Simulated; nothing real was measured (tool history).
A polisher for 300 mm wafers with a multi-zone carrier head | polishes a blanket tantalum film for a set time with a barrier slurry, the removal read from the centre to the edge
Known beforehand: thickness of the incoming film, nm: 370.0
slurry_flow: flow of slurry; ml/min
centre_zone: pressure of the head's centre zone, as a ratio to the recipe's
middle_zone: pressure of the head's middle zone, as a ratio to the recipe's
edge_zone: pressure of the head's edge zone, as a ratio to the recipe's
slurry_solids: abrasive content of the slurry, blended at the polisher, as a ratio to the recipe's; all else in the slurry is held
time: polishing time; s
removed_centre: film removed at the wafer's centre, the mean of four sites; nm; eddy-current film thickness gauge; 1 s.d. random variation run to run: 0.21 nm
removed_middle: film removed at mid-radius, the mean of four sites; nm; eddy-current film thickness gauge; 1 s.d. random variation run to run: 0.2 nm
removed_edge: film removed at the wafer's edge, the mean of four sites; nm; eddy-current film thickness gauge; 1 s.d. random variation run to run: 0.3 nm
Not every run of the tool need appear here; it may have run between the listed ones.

run,hour,slurry_flow,centre_zone,middle_zone,edge_zone,slurry_solids,time,removed_centre,removed_middle,removed_edge
1,0,205,1,1,1,1,40,58.249,60.216,62.083
2,6.8,205,1,0.96,1,1,40,58.246,57.812,62.222
3,9.4,200,0.97,0.96,0.96,0.85,34,45.951,47.245,49.823
4,12.2,200,0.97,0.96,0.96,0.85,25,33.713,34.644,37.496
5,20.8,175,0.97,0.96,0.96,0.85,25,33.063,34.131,36.27
6,27.3,160,0.95,0.95,0.93,0.75,25,31.015,32.452,33.692

What does the tool deliver on the next run?
7,28.7,150,0.92,0.93,0.91,0.7,25,?,?,?

{"run 7": {"removed_centre": 29.371, "removed_middle": 30.79, "removed_edge": 33.024}}

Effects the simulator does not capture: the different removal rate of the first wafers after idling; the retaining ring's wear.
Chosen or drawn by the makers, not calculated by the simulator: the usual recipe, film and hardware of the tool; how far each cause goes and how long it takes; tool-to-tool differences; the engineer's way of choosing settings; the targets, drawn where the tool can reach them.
